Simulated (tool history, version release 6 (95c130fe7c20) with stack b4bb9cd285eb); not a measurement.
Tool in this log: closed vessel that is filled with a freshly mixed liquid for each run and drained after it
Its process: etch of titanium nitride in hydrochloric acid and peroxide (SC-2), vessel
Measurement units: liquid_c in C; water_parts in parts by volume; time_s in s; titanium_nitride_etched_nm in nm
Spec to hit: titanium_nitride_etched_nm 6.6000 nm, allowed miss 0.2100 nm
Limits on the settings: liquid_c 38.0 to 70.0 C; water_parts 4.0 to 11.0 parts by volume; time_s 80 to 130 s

run  hour  liquid_c  water_parts  time_s  titanium_nitride_etched_nm
  1   0.0      54.0          6.0     130                      7.8508
  2   9.0      53.5          6.0     130                      7.4548
  3  17.2      57.5          6.0     130                      9.6389
  4  24.4      57.5          6.0      80                      6.0165
  5  33.1      57.5          6.0     130                      9.7108
  6  41.4      57.5          4.0     130                     12.9980
  7  41.9      56.0          4.0     130                     11.9160
  8  47.0      54.5          4.0     130                     10.8320
  9  52.1      53.5          4.0     130                     10.1750
 10  59.8      52.5          4.0     130                      9.4516
 11  63.6      52.0          4.0     130                      9.0392
 12  68.8      46.5          4.0     130                      6.3734

Which of these 5 next moves meets every target?
  A  74.0      47.5          4.0     120                           ?
  B  74.0      49.0          4.0     115                           ?
  C  74.0      48.0          4.5     125                           ?
  D  74.0      49.5          5.5     125                           ?
  E  74.0      46.0          4.0     125                           ?

move  titanium_nitride_etched_nm
   A                      6.3232
   B                      6.7044
   C                      6.2890
   D                      6.0285
   E                      5.9476
A: moves away from the targets compared with the last run
B: each result inside its tolerance
C: moves away from the targets compared with the last run
D: moves away from the targets compared with the last run
E: moves away from the targets compared with the last run
Move B is the one to make.

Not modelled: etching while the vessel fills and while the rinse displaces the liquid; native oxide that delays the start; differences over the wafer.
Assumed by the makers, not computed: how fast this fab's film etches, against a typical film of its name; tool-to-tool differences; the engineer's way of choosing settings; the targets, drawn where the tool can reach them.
